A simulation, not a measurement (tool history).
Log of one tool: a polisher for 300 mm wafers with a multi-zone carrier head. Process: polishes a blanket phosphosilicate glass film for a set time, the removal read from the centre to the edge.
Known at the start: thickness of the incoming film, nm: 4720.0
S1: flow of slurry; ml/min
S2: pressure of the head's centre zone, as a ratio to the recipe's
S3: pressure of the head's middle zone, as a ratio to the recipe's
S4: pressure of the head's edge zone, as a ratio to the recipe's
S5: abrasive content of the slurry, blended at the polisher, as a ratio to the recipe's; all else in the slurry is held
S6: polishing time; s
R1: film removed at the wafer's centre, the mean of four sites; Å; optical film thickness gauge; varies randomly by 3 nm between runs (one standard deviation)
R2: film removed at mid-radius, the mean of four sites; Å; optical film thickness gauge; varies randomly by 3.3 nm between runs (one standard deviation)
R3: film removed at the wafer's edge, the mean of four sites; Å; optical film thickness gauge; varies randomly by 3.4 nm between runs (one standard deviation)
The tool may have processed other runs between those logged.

Run 1, day 0.000: S1 170 ml/min, S2 1.00, S3 1.00, S4 1.00, S5 1.00, S6 42 s. Result: R1 2703.9 Å, R2 2566.3 Å, R3 2559.2 Å.
Run 2, day 0.371: S1 170 ml/min, S2 1.00, S3 1.00, S4 1.00, S5 0.85, S6 42 s. Result: R1 2396.5 Å, R2 2263.1 Å, R3 2282.5 Å.
Run 3, day 0.725: S1 170 ml/min, S2 1.00, S3 1.00, S4 1.00, S5 0.75, S6 42 s. Result: R1 2149.5 Å, R2 2009.4 Å, R3 2084.2 Å.
Run 4, day 1.054: S1 170 ml/min, S2 0.98, S3 1.00, S4 1.03, S5 0.80, S6 42 s. Result: R1 2222.8 Å, R2 2178.7 Å, R3 2191.9 Å.
Run 5, day 1.154: S1 170 ml/min, S2 1.03, S3 1.00, S4 1.03, S5 0.80, S6 42 s. Result: R1 2337.5 Å, R2 2094.6 Å, R3 2161.4 Å.
Run 6, day 1.383: S1 170 ml/min, S2 1.03, S3 1.03, S4 1.03, S5 0.80, S6 42 s. Result: R1 2337.6 Å, R2 2218.5 Å, R3 2247.3 Å.

The next listed run, before its measurement:
Run 7, day 1.696: S1 155 ml/min, S2 1.02, S3 1.03, S4 1.06, S5 0.85, S6 43 s. Result: R1 ?, R2 ?, R3 ?.

For run 7 the tool returned R1 2427.7 Å, R2 2315.1 Å, R3 2365.2 Å.

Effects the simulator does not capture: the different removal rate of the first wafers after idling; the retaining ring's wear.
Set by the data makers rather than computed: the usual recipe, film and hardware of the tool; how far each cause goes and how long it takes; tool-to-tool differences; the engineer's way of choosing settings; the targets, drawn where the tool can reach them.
